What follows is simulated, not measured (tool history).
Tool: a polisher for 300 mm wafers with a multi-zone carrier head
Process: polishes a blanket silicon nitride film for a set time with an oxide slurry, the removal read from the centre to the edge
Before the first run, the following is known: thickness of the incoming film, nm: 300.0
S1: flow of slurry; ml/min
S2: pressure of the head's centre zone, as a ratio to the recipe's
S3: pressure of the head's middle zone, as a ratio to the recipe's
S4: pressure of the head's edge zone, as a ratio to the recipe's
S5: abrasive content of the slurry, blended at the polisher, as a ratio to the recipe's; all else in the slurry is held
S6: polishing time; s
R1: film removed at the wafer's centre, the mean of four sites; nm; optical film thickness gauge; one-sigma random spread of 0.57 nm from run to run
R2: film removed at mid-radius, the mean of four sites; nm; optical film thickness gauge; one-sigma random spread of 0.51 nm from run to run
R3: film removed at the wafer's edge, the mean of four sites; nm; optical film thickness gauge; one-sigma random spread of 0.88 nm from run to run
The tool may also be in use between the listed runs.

run,hour,S1,S2,S3,S4,S5,S6,R1,R2,R3
1,0.0,260,1.00,1.00,1.00,1.00,56,39.523,41.120,40.379
2,4.7,260,1.05,1.00,1.00,1.00,56,41.008,41.250,40.242
3,5.8,195,1.05,1.00,1.00,1.00,56,40.127,40.220,39.424
4,7.3,195,1.09,1.00,1.00,1.00,56,42.461,39.933,39.850
5,9.2,195,1.10,1.01,1.03,1.10,57,44.919,42.331,40.607
6,12.0,195,1.03,1.01,1.03,1.10,57,42.318,42.009,41.512
7,21.0,195,1.02,1.00,1.04,1.15,59,44.025,43.889,44.768
8,22.7,195,1.02,1.00,1.05,1.20,60,45.373,45.705,45.809
9,30.3,215,1.08,0.93,1.15,1.45,67,58.536,51.756,55.476
10,35.3,215,1.08,0.94,1.15,1.45,67,57.343,52.349,57.407
11,42.7,220,1.08,0.95,1.15,1.45,67,57.466,52.801,58.108

For run 12, what comes out?
12,51.7,220,1.08,0.96,1.14,1.45,67,?,?,?

R1: 57.568 nm
R2: 52.380 nm
R3: 58.395 nm
